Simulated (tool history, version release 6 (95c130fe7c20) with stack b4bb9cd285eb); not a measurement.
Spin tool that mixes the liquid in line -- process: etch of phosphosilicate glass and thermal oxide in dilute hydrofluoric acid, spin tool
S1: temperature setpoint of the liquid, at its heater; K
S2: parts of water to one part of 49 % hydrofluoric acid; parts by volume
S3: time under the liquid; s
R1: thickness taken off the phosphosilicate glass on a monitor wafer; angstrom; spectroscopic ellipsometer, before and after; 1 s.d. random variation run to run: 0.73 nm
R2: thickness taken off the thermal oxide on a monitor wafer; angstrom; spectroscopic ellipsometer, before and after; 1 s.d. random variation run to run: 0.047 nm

Run 1, day 0.000: S1 298.15 K, S2 40 parts by volume, S3 30 s. Result: R1 593.22 angstrom, R2 38.771 angstrom.
Run 2, day 0.204: S1 298.15 K, S2 40 parts by volume, S3 20 s. Result: R1 397.92 angstrom, R2 26.167 angstrom.
Run 3, day 0.312: S1 298.15 K, S2 40 parts by volume, S3 15 s. Result: R1 292.27 angstrom, R2 19.313 angstrom.
Run 4, day 0.521: S1 299.15 K, S2 35 parts by volume, S3 15 s. Result: R1 353.40 angstrom, R2 23.672 angstrom.
Run 5, day 0.671: S1 297.65 K, S2 35 parts by volume, S3 15 s. Result: R1 330.39 angstrom, R2 22.136 angstrom.
Run 6, day 0.954: S1 297.65 K, S2 35 parts by volume, S3 15 s. Result: R1 336.55 angstrom, R2 22.388 angstrom.
Run 7, day 1.233: S1 298.65 K, S2 35 parts by volume, S3 15 s. Result: R1 341.23 angstrom, R2 23.240 angstrom.
Run 8, day 1.300: S1 297.65 K, S2 25 parts by volume, S3 20 s. Result: R1 640.88 angstrom, R2 41.530 angstrom.
Run 9, day 1.667: S1 298.15 K, S2 25 parts by volume, S3 20 s. Result: R1 650.00 angstrom, R2 41.703 angstrom.
Run 10, day 1.733: S1 298.65 K, S2 25 parts by volume, S3 20 s. Result: R1 652.24 angstrom, R2 43.032 angstrom.
Run 11, day 1.762: S1 299.15 K, S2 25 parts by volume, S3 20 s. Result: R1 665.58 angstrom, R2 43.710 angstrom.

Forecast run 12:
Run 12, day 1.929: S1 300.15 K, S2 25 parts by volume, S3 20 s. Result: R1 ?, R2 ?.

R1: 694.11 angstrom
R2: 45.741 angstrom
